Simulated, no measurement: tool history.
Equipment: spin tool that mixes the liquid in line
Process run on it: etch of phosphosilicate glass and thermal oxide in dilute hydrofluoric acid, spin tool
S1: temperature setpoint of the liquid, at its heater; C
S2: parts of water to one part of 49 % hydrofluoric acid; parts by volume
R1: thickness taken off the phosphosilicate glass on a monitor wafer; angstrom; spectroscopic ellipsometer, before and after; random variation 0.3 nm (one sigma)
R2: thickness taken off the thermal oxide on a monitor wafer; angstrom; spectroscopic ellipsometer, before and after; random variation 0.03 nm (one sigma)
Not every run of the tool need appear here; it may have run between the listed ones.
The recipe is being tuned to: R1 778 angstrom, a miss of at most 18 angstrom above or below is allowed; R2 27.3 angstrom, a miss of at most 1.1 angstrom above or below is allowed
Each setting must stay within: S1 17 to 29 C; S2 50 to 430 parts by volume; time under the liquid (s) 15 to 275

Run 1, hour 0: S1 21 C, S2 240 parts by volume, time under the liquid (s) 140. Result: R1 497.62 angstrom, R2 17.194 angstrom.
Run 2, hour 7.6: S1 22 C, S2 235 parts by volume, time under the liquid (s) 140. Result: R1 529.95 angstrom, R2 18.743 angstrom.
Run 3, hour 13.3: S1 19.5 C, S2 235 parts by volume, time under the liquid (s) 140. Result: R1 481.62 angstrom, R2 16.917 angstrom.
Run 4, hour 15.1: S1 19.5 C, S2 285 parts by volume, time under the liquid (s) 140. Result: R1 378.83 angstrom, R2 13.49 angstrom.
Run 5, hour 18.4: S1 20.5 C, S2 275 parts by volume, time under the liquid (s) 140. Result: R1 411.6 angstrom, R2 14.469 angstrom.
Run 6, hour 23.3: S1 20.5 C, S2 275 parts by volume, time under the liquid (s) 110. Result: R1 324.22 angstrom, R2 11.17 angstrom.
Run 7, hour 25.9: S1 21.5 C, S2 260 parts by volume, time under the liquid (s) 110. Result: R1 362.69 angstrom, R2 12.743 angstrom.
Run 8, hour 31.2: S1 22.5 C, S2 250 parts by volume, time under the liquid (s) 110. Result: R1 392.32 angstrom, R2 13.669 angstrom.
Run 9, hour 33: S1 23 C, S2 240 parts by volume, time under the liquid (s) 110. Result: R1 421.54 angstrom, R2 14.858 angstrom.
Run 10, hour 35.4: S1 23.5 C, S2 230 parts by volume, time under the liquid (s) 110. Result: R1 449.45 angstrom, R2 15.917 angstrom.
Run 11, hour 43.9: S1 24 C, S2 220 parts by volume, time under the liquid (s) 110. Result: R1 488.51 angstrom, R2 17.245 angstrom.
Run 12, hour 46.5: S1 24.5 C, S2 215 parts by volume, time under the liquid (s) 110. Result: R1 508.56 angstrom, R2 17.855 angstrom.
Run 13, hour 54.2: S1 25 C, S2 210 parts by volume, time under the liquid (s) 110. Result: R1 532.86 angstrom, R2 18.814 angstrom.
At hour 57.2: hydrofluoric acid flow meter replaced.
Run 14, hour 57.2: S1 25.5 C, S2 205 parts by volume, time under the liquid (s) 110. Result: R1 624.1 angstrom, R2 21.937 angstrom.
Run 15, hour 63: S1 26 C, S2 205 parts by volume, time under the liquid (s) 110. Result: R1 631.67 angstrom, R2 22.427 angstrom.
Run 16, hour 69.7: S1 26.5 C, S2 205 parts by volume, time under the liquid (s) 110. Result: R1 644.25 angstrom, R2 22.824 angstrom.
Run 17, hour 74.1: S1 26.5 C, S2 205 parts by volume, time under the liquid (s) 110. Result: R1 644.57 angstrom, R2 22.802 angstrom.
Run 18, hour 78.7: S1 27 C, S2 205 parts by volume, time under the liquid (s) 110. Result: R1 654.48 angstrom, R2 23.282 angstrom.
Run 19, hour 83.7: S1 28 C, S2 200 parts by volume, time under the liquid (s) 110. Result: R1 700.62 angstrom, R2 24.903 angstrom.
Run 20, hour 85.6: S1 28.5 C, S2 195 parts by volume, time under the liquid (s) 110. Result: R1 736.65 angstrom, R2 25.993 angstrom.

4 next moves are on the table. One of them brings every result within its allowed miss. Which?
Run A, hour 87.5: S1 29 C, S2 260 parts by volume, time under the liquid (s) 145. Result: R1 ?, R2 ?.
Run B, hour 87.5: S1 28 C, S2 215 parts by volume, time under the liquid (s) 125. Result: R1 ?, R2 ?.
Run C, hour 87.5: S1 28.5 C, S2 245 parts by volume, time under the liquid (s) 140. Result: R1 ?, R2 ?.
Run D, hour 87.5: S1 29 C, S2 305 parts by volume, time under the liquid (s) 200. Result: R1 ?, R2 ?.

move      R1      R2
   A  687.62  24.113
   B  729.13  25.569
   C  704.55  24.707
   D  769.57  26.988
A: moves away from the targets compared with the last run
B: moves away from the targets compared with the last run
C: moves away from the targets compared with the last run
D: all results in spec
Go with D: it meets all targets.
